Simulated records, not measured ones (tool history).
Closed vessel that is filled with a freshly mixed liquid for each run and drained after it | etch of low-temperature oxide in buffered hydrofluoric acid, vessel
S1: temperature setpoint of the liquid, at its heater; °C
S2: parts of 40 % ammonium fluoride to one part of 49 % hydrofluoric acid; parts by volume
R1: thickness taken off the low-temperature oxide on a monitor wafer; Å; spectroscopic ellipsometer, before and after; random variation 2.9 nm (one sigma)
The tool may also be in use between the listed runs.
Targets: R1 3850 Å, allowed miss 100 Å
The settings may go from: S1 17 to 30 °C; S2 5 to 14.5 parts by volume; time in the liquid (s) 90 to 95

run 1 hour=0 | S1=22 S2=9 time_in_the_liquid_(s)=90 | R1=1712.6
run 2 hour=6.6 | S1=24.5 S2=8 time_in_the_liquid_(s)=90 | R1=2247
run 3 hour=15.4 | S1=26 S2=7.5 time_in_the_liquid_(s)=90 | R1=2623.5
run 4 hour=23.3 | S1=27 S2=7 time_in_the_liquid_(s)=90 | R1=2967
run 5 hour=25.1 | S1=27 S2=7 time_in_the_liquid_(s)=95 | R1=3149.8
run 6 hour=33.3 | S1=27 S2=8 time_in_the_liquid_(s)=95 | R1=2753
run 7 hour=34.8 | S1=28 S2=7.5 time_in_the_liquid_(s)=95 | R1=3048.6
run 8 hour=38.8 | S1=28.5 S2=7 time_in_the_liquid_(s)=95 | R1=3453.8
run 9 hour=45.1 | S1=29 S2=7 time_in_the_liquid_(s)=95 | R1=3495.3
run 10 hour=52.8 | S1=29.5 S2=7 time_in_the_liquid_(s)=95 | R1=3570.9
run 11 hour=59.2 | S1=30 S2=7 time_in_the_liquid_(s)=95 | R1=3655.4

4 next moves are on the table. One of them brings every result within its allowed miss. Which?
run A hour=65.6 | S1=28 S2=6.5 time_in_the_liquid_(s)=90 | R1=?
run B hour=65.6 | S1=30 S2=7.5 time_in_the_liquid_(s)=95 | R1=?
run C hour=65.6 | S1=29.5 S2=6 time_in_the_liquid_(s)=90 | R1=?
run D hour=65.6 | S1=30 S2=7 time_in_the_liquid_(s)=90 | R1=?

move=A R1=3356.9
move=B R1=3427.6
move=C R1=3893.4
move=D R1=3497.8
A: further off than the last run
B: further off than the last run
C: meets every target
D: further off than the last run
Move C is the one to make.
